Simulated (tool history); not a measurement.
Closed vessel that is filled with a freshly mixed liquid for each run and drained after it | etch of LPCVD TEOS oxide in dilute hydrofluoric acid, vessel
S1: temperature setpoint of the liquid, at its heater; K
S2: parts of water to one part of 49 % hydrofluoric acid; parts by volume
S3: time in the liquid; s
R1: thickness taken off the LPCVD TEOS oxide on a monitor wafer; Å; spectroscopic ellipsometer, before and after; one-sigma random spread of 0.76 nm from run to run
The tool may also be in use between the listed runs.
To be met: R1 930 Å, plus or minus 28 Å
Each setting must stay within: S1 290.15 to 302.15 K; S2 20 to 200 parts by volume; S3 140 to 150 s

run  hour      S1   S2   S3      R1
  1     0  294.15  110  140  372.91
  2   2.5  296.15  110  140  401.15
  3  10.6  296.15   90  140  507.94
  4    19  296.15  110  140  405.16
  5    25  297.15  100  140  465.11
  6    26  297.15   85  140  561.21
  7  30.5  298.15   80  140  620.83
  8  37.6  302.15   55  140  1081.1

4 candidate next runs follow, results not yet known. Just one meets every target within its allowed miss. Identify it.
  A  44.7  302.15  50  150   ?
  B  44.7  301.65  70  150   ?
  C  44.7  301.65  50  140   ?
  D  44.7  298.65  60  150   ?

move      R1
   A    1313
   B  893.02
   C  1201.4
   D  937.95
A: moves away from the targets compared with the last run
B: takes the result that was furthest off past its target
C: moves away from the targets compared with the last run
D: every result within its allowed miss
D is the move that brings every result within its allowed miss.

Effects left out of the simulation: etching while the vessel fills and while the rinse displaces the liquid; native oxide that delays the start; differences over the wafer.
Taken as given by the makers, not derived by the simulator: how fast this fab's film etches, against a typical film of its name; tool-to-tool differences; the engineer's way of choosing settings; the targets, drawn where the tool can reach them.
